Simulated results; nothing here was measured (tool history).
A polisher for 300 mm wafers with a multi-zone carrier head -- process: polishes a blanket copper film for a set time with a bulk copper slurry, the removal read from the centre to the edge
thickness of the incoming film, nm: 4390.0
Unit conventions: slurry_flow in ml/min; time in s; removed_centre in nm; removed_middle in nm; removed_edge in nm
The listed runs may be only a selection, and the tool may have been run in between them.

run 1 hour=0 | slurry_flow=145 centre_zone=1 middle_zone=1 edge_zone=1 slurry_solids=1 time=42 | removed_centre=400.14 removed_middle=395.15 removed_edge=387.08
run 2 hour=2.6 | slurry_flow=135 centre_zone=0.96 middle_zone=0.97 edge_zone=0.96 slurry_solids=0.85 time=38 | removed_centre=327.52 removed_middle=338.08 removed_edge=331.65
run 3 hour=7.8 | slurry_flow=135 centre_zone=1 middle_zone=0.97 edge_zone=0.96 slurry_solids=0.85 time=38 | removed_centre=332.46 removed_middle=328.83 removed_edge=333.46
run 4 hour=9.1 | slurry_flow=130 centre_zone=0.99 middle_zone=0.96 edge_zone=0.93 slurry_solids=0.75 time=35 | removed_centre=300.44 removed_middle=300.39 removed_edge=298.82
run 5 hour=12.7 | slurry_flow=125 centre_zone=0.97 middle_zone=0.94 edge_zone=0.91 slurry_solids=0.7 time=33 | removed_centre=273.39 removed_middle=274.8 removed_edge=270.17
run 6 hour=19.6 | slurry_flow=115 centre_zone=0.93 middle_zone=0.91 edge_zone=0.9 slurry_solids=0.65 time=33 | removed_centre=251.58 removed_middle=255.62 removed_edge=261.69
run 7 hour=25.6 | slurry_flow=110 centre_zone=0.91 middle_zone=0.9 edge_zone=0.88 slurry_solids=0.6 time=33 | removed_centre=242.04 removed_middle=251.87 removed_edge=259.52

The next listed run, before its measurement:
run 8 hour=32.2 | slurry_flow=110 centre_zone=0.9 middle_zone=0.9 edge_zone=0.87 slurry_solids=0.55 time=32 | removed_centre=? removed_middle=? removed_edge=?

removed_centre: 227.76 nm
removed_middle: 241.33 nm
removed_edge: 247.89 nm

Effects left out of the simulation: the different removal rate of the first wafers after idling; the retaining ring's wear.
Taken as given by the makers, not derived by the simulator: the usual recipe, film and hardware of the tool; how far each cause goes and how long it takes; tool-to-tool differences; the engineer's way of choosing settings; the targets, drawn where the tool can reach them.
